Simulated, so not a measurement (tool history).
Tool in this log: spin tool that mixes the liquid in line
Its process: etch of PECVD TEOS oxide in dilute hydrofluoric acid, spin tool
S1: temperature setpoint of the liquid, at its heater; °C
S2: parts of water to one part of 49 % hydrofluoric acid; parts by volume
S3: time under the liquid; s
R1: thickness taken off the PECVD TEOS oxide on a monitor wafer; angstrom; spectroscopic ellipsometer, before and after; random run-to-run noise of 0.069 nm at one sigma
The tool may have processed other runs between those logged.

run 1 hour=0.0 | S1=25.0 S2=115 S3=70 | R1=128.590
run 2 hour=4.9 | S1=22.5 S2=115 S3=70 | R1=116.350
run 3 hour=11.0 | S1=22.5 S2=115 S3=70 | R1=115.870
run 4 hour=16.0 | S1=22.5 S2=115 S3=45 | R1=74.694
run 5 hour=21.9 | S1=24.0 S2=110 S3=45 | R1=83.478
run 6 hour=27.4 | S1=24.0 S2=110 S3=45 | R1=84.111
run 7 hour=30.2 | S1=25.0 S2=95 S3=45 | R1=102.640
run 8 hour=31.3 | S1=26.0 S2=85 S3=45 | R1=121.610
run 9 hour=32.8 | S1=27.0 S2=80 S3=45 | R1=134.410

Run 10, settings as shown, results not yet in. Your forecast:
run 10 hour=37.1 | S1=28.0 S2=75 S3=45 | R1=?

{"run 10": {"R1": 150.96}}
